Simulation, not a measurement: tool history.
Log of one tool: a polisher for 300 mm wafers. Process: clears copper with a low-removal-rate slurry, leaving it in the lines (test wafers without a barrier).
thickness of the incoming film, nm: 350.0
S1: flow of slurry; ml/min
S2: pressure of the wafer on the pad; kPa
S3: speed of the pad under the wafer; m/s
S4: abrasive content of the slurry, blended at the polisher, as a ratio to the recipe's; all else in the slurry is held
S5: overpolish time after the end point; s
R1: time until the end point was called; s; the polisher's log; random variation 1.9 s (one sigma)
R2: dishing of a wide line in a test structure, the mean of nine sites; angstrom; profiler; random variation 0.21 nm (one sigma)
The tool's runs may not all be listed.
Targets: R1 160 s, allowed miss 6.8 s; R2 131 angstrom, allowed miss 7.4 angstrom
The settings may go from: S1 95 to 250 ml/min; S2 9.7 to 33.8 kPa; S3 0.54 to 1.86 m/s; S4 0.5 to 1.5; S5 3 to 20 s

run  hour   S1    S2    S3  S4  S5      R1      R2
  1     0  160  21.4  1.18   1  10  120.14  147.74
  2   4.3  160  21.4  1.18   1  13  120.15  177.85
  3   7.8  160  20.7  1.18   1  13   124.2  174.29
  4  11.7  160    20  1.18   1  13  127.83  168.72
  5  20.2  160    20  1.18   1  15  127.13  185.75
  6  22.9  160    20  1.18   1  11   129.6  154.55
  7    32  160  19.3  1.18   1  11  134.12  151.29
  8  38.7  160  18.6  1.18   1  11  135.47  148.65
  9  41.9  160  17.9  1.18   1  11  139.65  144.74
 10  47.5  160  17.2  1.18   1  11  141.93  143.72
 11  54.6  160  16.5  1.18   1  11   148.2  139.41

4 next moves are on the table. One of them brings every result within its allowed miss. Which?
  A  61.7  130  13.1  1.42   0.9  13   ?   ?
  B  61.7  185  13.1  1.46   0.9  10   ?   ?
  C  61.7  125  16.5  1.12  1.15  11   ?   ?
  D  61.7  165  20.7   1.1     1  10   ?   ?

move      R1      R2
   A  160.79  149.55
   B  147.68  132.59
   C  159.94  134.77
   D  133.81  143.47
A: brings the result that was furthest off to its target, and leaves another outside
B: as far off as the last run
C: meets every target
D: further off than the last run
Move C is the one to make.
